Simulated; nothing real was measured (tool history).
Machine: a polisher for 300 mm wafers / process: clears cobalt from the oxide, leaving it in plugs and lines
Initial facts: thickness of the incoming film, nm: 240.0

run	hour	flow of slurry (ml/min)	pressure of the wafer on the pad (psi)	speed of the pad under the wafer (cm/s)	overpolish time after the end point (s)	time until the end point was called (s)	dishing of a wide line in a test structure (nm)
1	0	125	1.7	102	23	45.323	64.543
2	3.1	125	1.8	102	22	43.179	62.073
3	4	125	1.8	114	22	40.342	66.46
4	8.3	125	1.9	114	21	38.212	68.274
5	17.3	125	1.9	114	28	38.493	71.919
6	23.2	125	1.9	136	28	34.265	75.146
7	27.1	125	1.9	136	25	34.107	73.767
8	33.4	125	1.9	136	23	33.659	73.926

Forecast run 9:
9	38.3	130	2	132	21	?	?

{"run 9": {"time until the end point was called (s)": 33.215, "dishing of a wide line in a test structure (nm)": 70.735}}
